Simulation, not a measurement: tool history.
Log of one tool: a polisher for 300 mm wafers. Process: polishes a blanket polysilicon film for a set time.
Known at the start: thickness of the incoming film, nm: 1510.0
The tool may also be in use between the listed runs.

run    day  flow of slurry (ml/min)  pressure of the wafer on the pad (kPa)  speed of the pad under the wafer (m/s)  polishing time (s)  film removed (angstrom)
  1      0                      205                                    15.2                                    0.84                  90                   5197.6
  2  0.062                      235                                    15.2                                    0.84                  90                   5316.7
  3  0.392                      235                                    15.2                                    0.84                  95                   5483.8
  4  0.538                      235                                    15.2                                    0.84                  90                   5261.7
  5  0.825                      235                                    17.2                                    0.84                  90                     5747
  6  0.862                      235                                    17.2                                    0.84                  95                   5985.6

The next listed run, before its measurement:
  7  1.088                      235                                    15.2                                     0.8                  95                        ?

{"run 7": {"film removed (angstrom)": 5337.5}}
